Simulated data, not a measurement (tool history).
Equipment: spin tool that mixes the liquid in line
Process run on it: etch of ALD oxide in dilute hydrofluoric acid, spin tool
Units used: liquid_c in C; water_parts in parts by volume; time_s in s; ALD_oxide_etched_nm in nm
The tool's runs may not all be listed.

{"run": 1, "hour": 0.0, "liquid_c": 25.0, "water_parts": 135, "time_s": 55, "ALD_oxide_etched_nm": 6.1769}
{"run": 2, "hour": 8.6, "liquid_c": 23.5, "water_parts": 145, "time_s": 55, "ALD_oxide_etched_nm": 5.5137}
{"run": 3, "hour": 12.3, "liquid_c": 23.5, "water_parts": 195, "time_s": 55, "ALD_oxide_etched_nm": 3.7395}
{"run": 4, "hour": 20.5, "liquid_c": 22.5, "water_parts": 195, "time_s": 55, "ALD_oxide_etched_nm": 3.6958}
{"run": 5, "hour": 26.5, "liquid_c": 22.0, "water_parts": 195, "time_s": 55, "ALD_oxide_etched_nm": 3.5913}
{"run": 6, "hour": 28.3, "liquid_c": 21.0, "water_parts": 195, "time_s": 55, "ALD_oxide_etched_nm": 3.4875}
{"run": 7, "hour": 36.5, "liquid_c": 20.5, "water_parts": 195, "time_s": 55, "ALD_oxide_etched_nm": 3.4341}

Run 8 comes next. What will it give?
{"run": 8, "hour": 40.6, "liquid_c": 20.0, "water_parts": 195, "time_s": 55, "ALD_oxide_etched_nm": "?"}

ALD_oxide_etched_nm: 3.3529 nm
